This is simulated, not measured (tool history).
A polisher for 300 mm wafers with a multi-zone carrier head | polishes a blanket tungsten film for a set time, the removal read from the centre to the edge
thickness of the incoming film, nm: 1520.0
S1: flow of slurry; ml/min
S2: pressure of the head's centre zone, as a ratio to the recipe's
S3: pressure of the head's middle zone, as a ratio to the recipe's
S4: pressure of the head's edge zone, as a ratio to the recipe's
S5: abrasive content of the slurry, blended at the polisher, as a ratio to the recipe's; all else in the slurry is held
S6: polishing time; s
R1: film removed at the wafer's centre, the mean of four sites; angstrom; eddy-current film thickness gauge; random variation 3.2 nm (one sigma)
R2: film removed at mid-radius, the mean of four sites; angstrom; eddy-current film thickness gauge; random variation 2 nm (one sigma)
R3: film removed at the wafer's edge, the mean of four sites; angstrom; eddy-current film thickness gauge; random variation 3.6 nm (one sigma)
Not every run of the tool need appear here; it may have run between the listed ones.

Run 1, hour 0.0: S1 180 ml/min, S2 1.00, S3 1.00, S4 1.00, S5 1.00, S6 48 s. Result: R1 2018.9 angstrom, R2 1962.4 angstrom, R3 1908.1 angstrom.
Run 2, hour 2.4: S1 180 ml/min, S2 1.00, S3 1.00, S4 1.00, S5 1.00, S6 55 s. Result: R1 2301.6 angstrom, R2 2231.6 angstrom, R3 2253.9 angstrom.
Run 3, hour 9.7: S1 180 ml/min, S2 1.00, S3 1.00, S4 1.00, S5 1.00, S6 45 s. Result: R1 1857.1 angstrom, R2 1837.6 angstrom, R3 1822.6 angstrom.
Run 4, hour 12.8: S1 180 ml/min, S2 1.00, S3 1.00, S4 1.00, S5 0.80, S6 45 s. Result: R1 1797.6 angstrom, R2 1743.2 angstrom, R3 1761.0 angstrom.
Run 5, hour 16.5: S1 180 ml/min, S2 1.00, S3 0.98, S4 1.03, S5 0.95, S6 48 s. Result: R1 1933.2 angstrom, R2 1891.5 angstrom, R3 1923.7 angstrom.
Run 6, hour 19.7: S1 175 ml/min, S2 1.01, S3 0.95, S4 1.06, S5 1.05, S6 51 s. Result: R1 2137.2 angstrom, R2 2023.0 angstrom, R3 2181.9 angstrom.

Run 7 comes next. What will it give?
Run 7, hour 24.8: S1 225 ml/min, S2 1.08, S3 0.98, S4 1.16, S5 1.30, S6 52 s. Result: R1 ?, R2 ?, R3 ?.

Run 7 yielded R1 2550.7 angstrom, R2 2274.9 angstrom, R3 2450.5 angstrom.
